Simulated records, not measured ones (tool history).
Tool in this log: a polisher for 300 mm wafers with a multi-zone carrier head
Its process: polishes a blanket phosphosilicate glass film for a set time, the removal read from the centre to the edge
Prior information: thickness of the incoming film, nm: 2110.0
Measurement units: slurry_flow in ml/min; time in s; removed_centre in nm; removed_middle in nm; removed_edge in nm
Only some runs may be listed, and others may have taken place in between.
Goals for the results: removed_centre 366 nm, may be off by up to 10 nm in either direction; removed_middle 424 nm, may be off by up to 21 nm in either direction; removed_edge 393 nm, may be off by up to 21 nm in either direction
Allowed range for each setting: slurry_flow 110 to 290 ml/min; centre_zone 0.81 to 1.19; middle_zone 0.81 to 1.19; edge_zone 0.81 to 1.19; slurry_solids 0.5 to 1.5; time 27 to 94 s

run,hour,slurry_flow,centre_zone,middle_zone,edge_zone,slurry_solids,time,removed_centre,removed_middle,removed_edge
1,0,185,1,1,1,1,60,353.94,311.33,318.42
2,7.8,185,1,1,1.05,1,60,348.43,324.21,325.11
3,16,185,1.04,1,1.05,1,60,366.09,312.94,320.78
4,22.4,160,1.04,1,1.05,1,60,354.53,305.18,323.39
5,30.4,160,1.04,1.07,1.05,1,60,353.29,328.12,321.45
6,32,160,1.1,1.07,1.05,1,60,373.5,322.52,314.07
7,38.1,160,1.06,1.09,1.08,1.05,60,363.34,335.33,319.33
8,44.7,150,1.02,1.1,1.09,1.15,61,362.05,356.72,340.9
9,49.6,145,1,1.11,1.1,1.25,61,369.32,364.05,337.58
10,50.8,140,0.96,1.11,1.12,1.3,63,364.42,377.22,378.04
11,53.6,145,0.95,1.13,1.12,1.3,63,364.77,389.46,372.21
12,55.6,145,0.94,1.14,1.13,1.3,63,359.67,385.36,378.5
13,57.8,145,0.93,1.15,1.12,1.35,63,359.87,388.42,377.09
14,58.7,145,0.93,1.15,1.12,1.35,63,359.89,399.32,372.99
15,62.3,150,0.93,1.16,1.13,1.35,63,359.27,399.9,367.1

Next run, 5 choices. One meets every target within its allowed miss, the rest don't. Which?
A,65.9,135,0.95,1.07,1.19,1.35,65,?,?,?
B,65.9,165,0.9,1.19,1.15,1.3,65,?,?,?
C,65.9,170,0.97,1.19,1.09,1.35,58,?,?,?
D,65.9,135,0.92,1.09,1.15,1.25,65,?,?,?
E,65.9,190,1.04,1.19,1.1,1.2,55,?,?,?

move,removed_centre,removed_middle,removed_edge
A,370.53,375.37,393.2
B,364.87,424.71,394.21
C,357.51,385.75,349.48
D,349.92,371.9,377.55
E,357.33,358.61,324.58
A: meets the target for the result that was furthest off, but another lies outside its allowed miss
B: all results land within tolerance of their targets
C: the biggest miss grows against the last run
D: meets the target for the result that was furthest off, but another lies outside its allowed miss
E: the biggest miss grows against the last run
So the answer is move B, the one that meets all the targets.
